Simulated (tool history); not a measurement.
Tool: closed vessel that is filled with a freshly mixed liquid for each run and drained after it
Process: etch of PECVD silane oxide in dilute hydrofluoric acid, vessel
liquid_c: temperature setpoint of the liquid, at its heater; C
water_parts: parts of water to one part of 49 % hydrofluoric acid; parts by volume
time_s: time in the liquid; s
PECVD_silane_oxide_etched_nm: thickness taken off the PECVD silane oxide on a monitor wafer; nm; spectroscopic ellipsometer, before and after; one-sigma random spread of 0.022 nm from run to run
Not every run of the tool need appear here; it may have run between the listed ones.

Run 1, hour 0.0: liquid_c 21.0 C, water_parts 245 parts by volume, time_s 30 s. Result: PECVD_silane_oxide_etched_nm 3.9307 nm.
Run 2, hour 0.7: liquid_c 21.0 C, water_parts 245 parts by volume, time_s 30 s. Result: PECVD_silane_oxide_etched_nm 3.9669 nm.
Run 3, hour 5.1: liquid_c 21.0 C, water_parts 275 parts by volume, time_s 30 s. Result: PECVD_silane_oxide_etched_nm 3.4513 nm.
Run 4, hour 9.9: liquid_c 21.0 C, water_parts 325 parts by volume, time_s 30 s. Result: PECVD_silane_oxide_etched_nm 2.7929 nm.
Run 5, hour 10.9: liquid_c 20.5 C, water_parts 325 parts by volume, time_s 30 s. Result: PECVD_silane_oxide_etched_nm 2.7006 nm.
Run 6, hour 17.9: liquid_c 20.5 C, water_parts 325 parts by volume, time_s 30 s. Result: PECVD_silane_oxide_etched_nm 2.7271 nm.

The next listed run, before its measurement:
Run 7, hour 19.7: liquid_c 20.0 C, water_parts 325 parts by volume, time_s 30 s. Result: PECVD_silane_oxide_etched_nm ?.

PECVD_silane_oxide_etched_nm: 2.6521 nm

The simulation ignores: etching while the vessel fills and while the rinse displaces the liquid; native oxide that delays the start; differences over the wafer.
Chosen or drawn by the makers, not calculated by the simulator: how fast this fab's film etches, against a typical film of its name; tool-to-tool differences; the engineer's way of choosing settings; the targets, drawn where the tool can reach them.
